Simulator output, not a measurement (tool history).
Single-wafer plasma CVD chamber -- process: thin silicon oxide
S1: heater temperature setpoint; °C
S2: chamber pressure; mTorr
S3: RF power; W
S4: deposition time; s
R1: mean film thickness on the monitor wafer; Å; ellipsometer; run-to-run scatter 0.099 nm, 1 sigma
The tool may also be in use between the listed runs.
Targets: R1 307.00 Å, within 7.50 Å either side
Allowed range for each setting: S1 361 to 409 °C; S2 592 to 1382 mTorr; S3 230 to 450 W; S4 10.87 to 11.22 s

run	hour	S1	S2	S3	S4	R1
1	0.0	385	987	340	10.87	259.11
2	7.6	385	1028	340	10.87	264.72
3	14.6	385	1067	340	10.88	271.56
4	20.8	385	1067	340	10.87	270.55
5	25.5	385	1067	340	10.87	271.98
6	28.4	385	1100	340	10.87	275.60
7	29.2	385	1133	340	10.88	279.68
8	38.1	385	1164	340	10.89	285.62
9	39.0	385	1187	340	10.89	287.20
10	40.1	385	1210	340	10.89	293.18
11	44.2	385	1224	340	10.89	291.89

Next run, 4 choices. One meets every target within its allowed miss, the rest don't. Which?
A	48.3	381	1179	295	10.87	?
B	48.3	380	1007	355	10.87	?
C	48.3	403	1275	345	11.22	?
D	48.3	389	1155	335	11.21	?

move	R1
A	275.86
B	267.87
C	305.93
D	290.86
A: moves away from the targets compared with the last run
B: moves away from the targets compared with the last run
C: in spec on every target
D: moves away from the targets compared with the last run
Move C is the one to make.

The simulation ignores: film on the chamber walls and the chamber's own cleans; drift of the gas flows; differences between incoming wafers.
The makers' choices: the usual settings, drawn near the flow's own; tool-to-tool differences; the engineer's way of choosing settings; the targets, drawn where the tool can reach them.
